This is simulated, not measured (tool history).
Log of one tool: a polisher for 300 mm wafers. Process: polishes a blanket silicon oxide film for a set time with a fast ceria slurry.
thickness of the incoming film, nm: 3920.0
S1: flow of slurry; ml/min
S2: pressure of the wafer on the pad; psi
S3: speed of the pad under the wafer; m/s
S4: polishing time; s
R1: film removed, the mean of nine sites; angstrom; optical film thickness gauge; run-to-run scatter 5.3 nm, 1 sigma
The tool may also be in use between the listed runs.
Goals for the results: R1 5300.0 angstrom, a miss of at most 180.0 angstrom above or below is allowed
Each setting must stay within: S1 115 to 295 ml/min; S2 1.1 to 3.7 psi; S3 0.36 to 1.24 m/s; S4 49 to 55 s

{"run": 1, "hour": 0.0, "S1": 190, "S2": 2.4, "S3": 0.8, "S4": 55, "R1": 5755.6}
{"run": 2, "hour": 4.0, "S1": 190, "S2": 2.4, "S3": 0.8, "S4": 55, "R1": 5787.3}
{"run": 3, "hour": 6.6, "S1": 190, "S2": 3.0, "S3": 0.8, "S4": 55, "R1": 7004.2}
{"run": 4, "hour": 11.7, "S1": 190, "S2": 2.8, "S3": 0.8, "S4": 55, "R1": 6615.0}
{"hour": 18.9, "done": "worn pad replaced by a new one"}
{"run": 5, "hour": 18.9, "S1": 190, "S2": 2.8, "S3": 0.8, "S4": 49, "R1": 6169.3}
{"run": 6, "hour": 22.5, "S1": 190, "S2": 2.8, "S3": 1.0, "S4": 49, "R1": 7659.4}
{"run": 7, "hour": 29.5, "S1": 180, "S2": 2.2, "S3": 0.98, "S4": 49, "R1": 6126.2}
{"run": 8, "hour": 37.7, "S1": 180, "S2": 2.1, "S3": 0.98, "S4": 49, "R1": 5820.7}

Which single option among these 4 for the next run brings every result within its allowed miss of target? Just one does.
{"run": "A", "hour": 45.9, "S1": 150, "S2": 2.5, "S3": 0.74, "S4": 51, "R1": "?"}
{"run": "B", "hour": 45.9, "S1": 155, "S2": 2.4, "S3": 0.78, "S4": 54, "R1": "?"}
{"run": "C", "hour": 45.9, "S1": 180, "S2": 2.2, "S3": 1.0, "S4": 51, "R1": "?"}
{"run": "D", "hour": 45.9, "S1": 145, "S2": 2.1, "S3": 0.96, "S4": 50, "R1": "?"}

move=A R1=5271.2
move=B R1=5680.2
move=C R1=6383.1
move=D R1=5578.2
A: in spec on every target
B: moves toward the targets from the last run without getting all of them in spec
C: the biggest miss grows against the last run
D: moves toward the targets from the last run without getting all of them in spec
Go with A: it meets all targets.
